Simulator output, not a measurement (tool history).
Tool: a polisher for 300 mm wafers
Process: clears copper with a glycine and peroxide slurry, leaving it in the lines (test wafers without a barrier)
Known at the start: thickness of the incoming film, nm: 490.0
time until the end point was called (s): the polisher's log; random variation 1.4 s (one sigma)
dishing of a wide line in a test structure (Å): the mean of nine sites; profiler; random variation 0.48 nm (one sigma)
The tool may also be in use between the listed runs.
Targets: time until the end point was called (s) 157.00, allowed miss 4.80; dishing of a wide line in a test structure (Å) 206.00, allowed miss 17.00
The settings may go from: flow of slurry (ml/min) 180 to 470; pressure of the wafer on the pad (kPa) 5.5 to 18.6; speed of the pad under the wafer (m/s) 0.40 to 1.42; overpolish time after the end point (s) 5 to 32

run,hour,flow of slurry (ml/min),pressure of the wafer on the pad (kPa),speed of the pad under the wafer (m/s),overpolish time after the end point (s),time until the end point was called (s),dishing of a wide line in a test structure (Å)
1,0.0,300,11.7,0.90,16,130.27,454.37
2,8.5,300,11.7,0.90,21,129.05,566.40
3,12.1,300,11.0,0.90,19,135.32,510.48
4,20.4,295,11.0,0.88,17,136.43,468.88
5,29.0,295,11.0,0.76,17,147.90,416.81
6,30.4,295,11.0,0.76,22,148.45,525.53
7,36.2,310,11.0,0.72,19,152.93,477.22
8,40.2,290,11.0,0.72,17,154.23,434.53
9,41.3,315,10.3,0.76,15,150.24,373.61
10,47.5,320,9.7,0.76,14,153.58,344.01
11,52.7,320,9.7,0.76,13,157.71,323.01
12,55.6,330,9.7,0.76,12,155.81,309.87
13,58.5,335,9.7,0.76,11,155.66,294.31
14,65.7,325,9.7,0.78,5,151.89,137.32
15,69.4,360,9.7,0.76,9,153.77,238.70
16,77.7,355,9.7,0.76,9,153.89,243.53
17,84.5,350,9.7,0.76,9,153.23,241.33
18,88.0,345,9.7,0.76,9,153.59,232.35
19,91.6,340,9.0,0.76,7,160.60,184.91
20,94.4,345,9.0,0.76,7,160.12,178.76
# hour 102.7: worn pad replaced by a new one
21,102.7,350,9.0,0.76,7,149.46,187.86

4 next moves are on the table. One of them brings every result within its allowed miss. Which?
A,111.0,335,9.0,0.56,7,?,?
B,111.0,335,9.0,0.68,6,?,?
C,111.0,350,9.7,0.50,10,?,?
D,111.0,305,8.3,0.76,8,?,?

move,time until the end point was called (s),dishing of a wide line in a test structure (Å)
A,171.60,164.51
B,158.15,153.18
C,173.60,228.91
D,156.56,203.15
A: takes the result that was furthest off past its target
B: brings the result that was furthest off to its target, and leaves another outside
C: takes the result that was furthest off past its target
D: meets every target
Answer: D
